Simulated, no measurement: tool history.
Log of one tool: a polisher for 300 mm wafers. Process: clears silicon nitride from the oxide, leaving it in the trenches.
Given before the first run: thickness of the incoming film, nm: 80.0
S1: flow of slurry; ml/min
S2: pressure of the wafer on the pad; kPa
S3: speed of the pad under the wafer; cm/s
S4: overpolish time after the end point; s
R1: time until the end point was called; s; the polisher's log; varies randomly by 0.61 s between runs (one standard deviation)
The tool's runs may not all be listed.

run,hour,S1,S2,S3,S4,R1
1,0.0,275,17.9,98,9,75.448
2,5.4,275,17.9,88,9,84.906
3,11.2,275,19.3,88,9,79.002
4,13.3,275,20.0,90,9,75.343
5,14.5,275,20.7,92,9,71.065
6,18.8,340,20.7,92,9,68.647
7,24.8,340,21.4,92,9,67.775
8,30.5,340,22.1,92,9,64.619

Run 9 comes next. What will it give?
9,33.5,340,22.8,92,9,?

Logged for run 9: R1 64.128 s.

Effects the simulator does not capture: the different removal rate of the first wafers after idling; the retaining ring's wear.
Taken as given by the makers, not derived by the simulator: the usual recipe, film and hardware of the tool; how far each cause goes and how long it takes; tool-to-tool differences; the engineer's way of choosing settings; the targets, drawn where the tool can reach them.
